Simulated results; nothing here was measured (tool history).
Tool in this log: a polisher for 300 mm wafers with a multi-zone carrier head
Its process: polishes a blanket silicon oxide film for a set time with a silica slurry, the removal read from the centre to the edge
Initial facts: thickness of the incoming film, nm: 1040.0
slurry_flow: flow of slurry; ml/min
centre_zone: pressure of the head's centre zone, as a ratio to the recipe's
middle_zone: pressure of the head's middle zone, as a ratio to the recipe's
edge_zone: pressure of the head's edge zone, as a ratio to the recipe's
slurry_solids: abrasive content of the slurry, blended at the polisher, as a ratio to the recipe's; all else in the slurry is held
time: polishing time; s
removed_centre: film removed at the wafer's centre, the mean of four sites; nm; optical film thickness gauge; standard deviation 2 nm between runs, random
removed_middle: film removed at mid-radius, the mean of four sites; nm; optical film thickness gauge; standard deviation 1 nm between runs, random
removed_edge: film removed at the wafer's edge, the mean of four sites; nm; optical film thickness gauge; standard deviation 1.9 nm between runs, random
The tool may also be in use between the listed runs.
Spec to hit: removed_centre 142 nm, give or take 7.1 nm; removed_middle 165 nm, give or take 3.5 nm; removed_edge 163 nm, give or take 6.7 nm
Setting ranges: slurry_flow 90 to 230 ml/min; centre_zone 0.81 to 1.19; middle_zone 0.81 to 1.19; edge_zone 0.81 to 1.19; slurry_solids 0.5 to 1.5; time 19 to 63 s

run  hour  slurry_flow  centre_zone  middle_zone  edge_zone  slurry_solids  time  removed_centre  removed_middle  removed_edge
  1     0          150            1            1          1              1    41          188.59          189.86        193.47
  2   1.9          150            1            1          1            1.2    41          206.02          205.96        209.63
  3   2.6          150            1            1          1            1.1    41          200.56          198.29         200.2
  4   6.3          170            1            1          1            1.1    41          203.49          204.06        201.93
  5  12.4          170            1            1       0.95            1.1    41          201.86          203.22        200.98
  6  13.5          170         1.04            1       0.95            1.1    41          207.19          204.94         201.3
  7  19.4          165         0.99            1       0.93              1    41          190.77          193.82        186.67
  8  24.4          155         0.95            1       0.95           0.95    41          181.52          184.37        183.09
  9  28.9          120         0.85         1.08       0.96           0.75    40          137.75          161.63        150.76
 10  29.6          125         0.85         1.08       0.98           0.75    40          134.76          163.05        151.05
 11  37.5          120         0.89         1.03       1.07           0.85    40          149.82          166.74        167.64
 12  38.3          120         0.88         1.03       1.07           0.85    40          150.02          165.98        169.92
 13  44.5          120         0.88         1.03       1.07           0.85    40          152.21          166.92        168.54
 14  45.3          105         0.83         1.04       1.04           0.85    40          136.97          161.44        161.94

4 candidate next runs follow, results not yet known. Just one meets every target within its allowed miss. Identify it.
  A  46.1          105         0.87         1.03       1.07           0.85    44               ?               ?             ?
  B  46.1          125         0.83            1       1.05            0.9    41               ?               ?             ?
  C  46.1          125         0.86         1.06       1.04           0.65    45               ?               ?             ?
  D  46.1           95         0.85         1.12       1.02            0.8    40               ?               ?             ?

move  removed_centre  removed_middle  removed_edge
   A           154.6          175.19        183.62
   B          152.87           172.6        180.95
   C          142.13          164.98        163.72
   D          128.95          159.93        153.94
A: the result that was furthest off in the last run now lies on the other side of its target
B: the result that was furthest off in the last run now lies on the other side of its target
C: all results in spec
D: lands further from the targets than the last run did
Answer: C
